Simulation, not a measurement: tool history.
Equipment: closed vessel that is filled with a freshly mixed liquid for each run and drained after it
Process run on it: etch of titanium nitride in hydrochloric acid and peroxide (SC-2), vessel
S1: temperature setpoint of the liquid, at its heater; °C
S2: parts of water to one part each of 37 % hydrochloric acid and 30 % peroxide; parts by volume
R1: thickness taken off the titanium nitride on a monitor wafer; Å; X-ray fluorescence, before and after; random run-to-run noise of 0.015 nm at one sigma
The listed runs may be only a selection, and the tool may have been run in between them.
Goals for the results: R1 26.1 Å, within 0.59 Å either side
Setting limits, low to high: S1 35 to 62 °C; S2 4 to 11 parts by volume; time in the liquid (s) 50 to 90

Run 1, day 0: S1 46 °C, S2 6 parts by volume, time in the liquid (s) 90. Result: R1 30.979 Å.
Run 2, day 0.154: S1 45 °C, S2 6 parts by volume, time in the liquid (s) 90. Result: R1 28.719 Å.
Run 3, day 0.262: S1 45 °C, S2 6 parts by volume, time in the liquid (s) 90. Result: R1 28.723 Å.
Run 4, day 0.629: S1 44.5 °C, S2 6 parts by volume, time in the liquid (s) 90. Result: R1 27.896 Å.
Run 5, day 0.854: S1 40 °C, S2 6 parts by volume, time in the liquid (s) 90. Result: R1 20.191 Å.
Run 6, day 1.092: S1 40 °C, S2 6 parts by volume, time in the liquid (s) 90. Result: R1 20.233 Å.
Run 7, day 1.25: S1 41 °C, S2 6 parts by volume, time in the liquid (s) 90. Result: R1 21.782 Å.
Run 8, day 1.321: S1 44 °C, S2 6 parts by volume, time in the liquid (s) 90. Result: R1 26.952 Å.

Exactly one of the 4 candidate moves below puts every result within its allowed miss. Which one?
Run A, day 1.392: S1 45 °C, S2 6.5 parts by volume, time in the liquid (s) 90. Result: R1 ?.
Run B, day 1.392: S1 42.5 °C, S2 5.5 parts by volume, time in the liquid (s) 90. Result: R1 ?.
Run C, day 1.392: S1 42.5 °C, S2 6 parts by volume, time in the liquid (s) 90. Result: R1 ?.
Run D, day 1.392: S1 43.5 °C, S2 6.5 parts by volume, time in the liquid (s) 90. Result: R1 ?.

move      R1
   A  27.062
   B  25.746
   C  24.137
   D  24.373
A: the biggest miss grows against the last run
B: all results in spec
C: the result that was furthest off in the last run now lies on the other side of its target
D: the result that was furthest off in the last run now lies on the other side of its target
Go with B: it meets all targets.
